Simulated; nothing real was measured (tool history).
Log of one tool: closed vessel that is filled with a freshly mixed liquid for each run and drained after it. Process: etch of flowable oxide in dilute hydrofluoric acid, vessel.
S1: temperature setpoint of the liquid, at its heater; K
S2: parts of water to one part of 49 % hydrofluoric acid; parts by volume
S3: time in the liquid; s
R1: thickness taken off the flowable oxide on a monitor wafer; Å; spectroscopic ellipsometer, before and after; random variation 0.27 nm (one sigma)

run 1 hour=0 | S1=297.15 S2=275 S3=110 | R1=168.8
run 2 hour=6.6 | S1=298.65 S2=250 S3=110 | R1=203.33
run 3 hour=9.9 | S1=295.15 S2=250 S3=110 | R1=176.85
run 4 hour=13.5 | S1=295.15 S2=340 S3=110 | R1=120.03
run 5 hour=21 | S1=295.15 S2=340 S3=110 | R1=120.25
run 6 hour=28.5 | S1=297.15 S2=340 S3=110 | R1=130.05
run 7 hour=29.5 | S1=298.65 S2=305 S3=110 | R1=155.91
run 8 hour=32.8 | S1=299.65 S2=275 S3=110 | R1=184.23
run 9 hour=39.3 | S1=300.65 S2=250 S3=110 | R1=214.18
run 10 hour=43 | S1=300.65 S2=250 S3=110 | R1=216.78
run 11 hour=49.2 | S1=304.65 S2=140 S3=110 | R1=509.83
run 12 hour=56.4 | S1=303.65 S2=140 S3=110 | R1=484.81

Run 13 comes next. What will it give?
run 13 hour=59.8 | S1=302.65 S2=140 S3=110 | R1=?

R1: 467.18 Å
